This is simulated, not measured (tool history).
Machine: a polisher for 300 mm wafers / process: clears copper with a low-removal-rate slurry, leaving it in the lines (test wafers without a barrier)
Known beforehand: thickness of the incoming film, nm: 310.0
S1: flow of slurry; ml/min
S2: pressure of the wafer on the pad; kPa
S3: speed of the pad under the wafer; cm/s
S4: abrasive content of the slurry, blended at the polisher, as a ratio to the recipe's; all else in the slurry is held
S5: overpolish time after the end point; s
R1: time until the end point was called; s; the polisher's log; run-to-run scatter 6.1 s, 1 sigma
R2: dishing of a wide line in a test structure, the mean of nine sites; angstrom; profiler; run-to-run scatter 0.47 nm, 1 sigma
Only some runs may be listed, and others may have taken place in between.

{"run": 1, "hour": 0.0, "S1": 280, "S2": 15.2, "S3": 94, "S4": 1, "S5": 26, "R1": 176.38, "R2": 322.13}
{"run": 2, "hour": 8.3, "S1": 280, "S2": 15.2, "S3": 78, "S4": 1, "S5": 26, "R1": 205.55, "R2": 275.65}
{"run": 3, "hour": 10.4, "S1": 280, "S2": 15.2, "S3": 78, "S4": 1, "S5": 16, "R1": 210, "R2": 182.13}
{"run": 4, "hour": 12.3, "S1": 280, "S2": 15.2, "S3": 78, "S4": 0.9, "S5": 16, "R1": 217.5, "R2": 171.08}
{"run": 5, "hour": 17.7, "S1": 280, "S2": 15.2, "S3": 78, "S4": 1.1, "S5": 16, "R1": 206.99, "R2": 184.07}
{"hour": 21.2, "done": "slurry blender recalibrated"}
{"run": 6, "hour": 21.2, "S1": 280, "S2": 15.2, "S3": 78, "S4": 1.25, "S5": 16, "R1": 193.38, "R2": 196.52}
{"run": 7, "hour": 26.2, "S1": 280, "S2": 14.5, "S3": 78, "S4": 1.25, "S5": 17, "R1": 197.74, "R2": 198.35}

Run 8, settings as shown, results not yet in. Your forecast:
{"run": 8, "hour": 32.4, "S1": 280, "S2": 10.3, "S3": 70, "S4": 1.25, "S5": 30, "R1": "?", "R2": "?"}

Run 8 came out at R1 257.97 s, R2 242.01 angstrom.
